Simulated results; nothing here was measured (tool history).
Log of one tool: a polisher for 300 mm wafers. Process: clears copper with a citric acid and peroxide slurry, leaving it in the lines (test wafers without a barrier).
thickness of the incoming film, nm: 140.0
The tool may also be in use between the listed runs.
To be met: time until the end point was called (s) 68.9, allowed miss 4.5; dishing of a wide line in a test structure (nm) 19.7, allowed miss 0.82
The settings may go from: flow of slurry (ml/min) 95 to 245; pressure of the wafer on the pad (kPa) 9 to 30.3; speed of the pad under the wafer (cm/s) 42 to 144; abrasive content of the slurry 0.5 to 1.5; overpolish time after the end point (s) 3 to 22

run    day  flow of slurry (ml/min)  pressure of the wafer on the pad (kPa)  speed of the pad under the wafer (cm/s)  abrasive content of the slurry  overpolish time after the end point (s)  time until the end point was called (s)  dishing of a wide line in a test structure (nm)
  1      0                      155                                    19.3                                       92                               1                                       11                                   89.437                                           11.741
  2  0.179                      150                                      20                                       92                               1                                       11                                   91.398                                            12.28
  3  0.525                      135                                      20                                       92                               1                                       11                                    89.32                                           11.815
  4  0.862                      135                                    15.2                                       92                               1                                       11                                   114.19                                           9.7811
  5  1.029                      135                                      11                                       92                               1                                       11                                   142.57                                           7.9594
  6  1.071                      135                                      11                                       92                               1                                        9                                   145.03                                           6.5485
  7  1.362                      135                                    13.1                                       92                               1                                       10                                   125.11                                           8.0375
     1.717  -- slurry blender recalibrated
  8  1.717                      135                                    14.5                                       92                               1                                       11                                   110.29                                           10.203
  9  1.804                      140                                    15.9                                       92                               1                                       11                                   105.64                                           10.648
 10  1.979                      140                                    16.5                                       92                               1                                       11                                   102.82                                           11.153
 11  2.308                      140                                    17.2                                       92                               1                                       11                                   97.305                                           11.106
 12  2.579                      140                                    17.9                                       92                               1                                       11                                    93.06                                           11.489
 13  2.862                      145                                    18.6                                       92                               1                                       11                                   92.383                                           12.206
 14  3.096                      150                                    19.3                                       92                               1                                       11                                   86.374                                           12.516
 15  3.371                      150                                      20                                       92                               1                                       11                                   86.255                                           12.719
 16  3.675                      150                                    20.7                                       92                               1                                       11                                   79.277                                           13.037
 17   3.95                      145                                    20.7                                       92                               1                                       11                                   85.498                                           13.189
 18  4.188                      140                                    21.4                                       92                               1                                       11                                   82.345                                           13.346
 19  4.392                      135                                    22.1                                       92                               1                                       11                                   81.194                                           13.533
 20  4.629                      135                                    22.1                                       92                               1                                       11                                   79.802                                           13.551
 21  4.867                      120                                    25.5                                       92                               1                                       14                                   74.243                                           18.485
 22  4.904                      125                                    25.5                                       92                               1                                       14                                   71.994                                           19.057

4 next moves are on the table. One of them brings every result within its allowed miss. Which?
  A  4.942                      125                                    23.4                                       86                             1.2                                       15                                        ?                                                ?
  B  4.942                      135                                    24.8                                       88                            1.45                                       12                                        ?                                                ?
  C  4.942                      180                                    26.2                                       82                             1.3                                       14                                        ?                                                ?
  D  4.942                      140                                    25.5                                       90                            1.05                                       13                                        ?                                                ?

move  time until the end point was called (s)  dishing of a wide line in a test structure (nm)
   A                                    79.55                                           18.594
   B                                   69.423                                           17.168
   C                                   69.552                                           19.789
   D                                   71.877                                           17.914
A: further off than the last run
B: further off than the last run
C: meets every target
D: further off than the last run
Move C is the one to make.

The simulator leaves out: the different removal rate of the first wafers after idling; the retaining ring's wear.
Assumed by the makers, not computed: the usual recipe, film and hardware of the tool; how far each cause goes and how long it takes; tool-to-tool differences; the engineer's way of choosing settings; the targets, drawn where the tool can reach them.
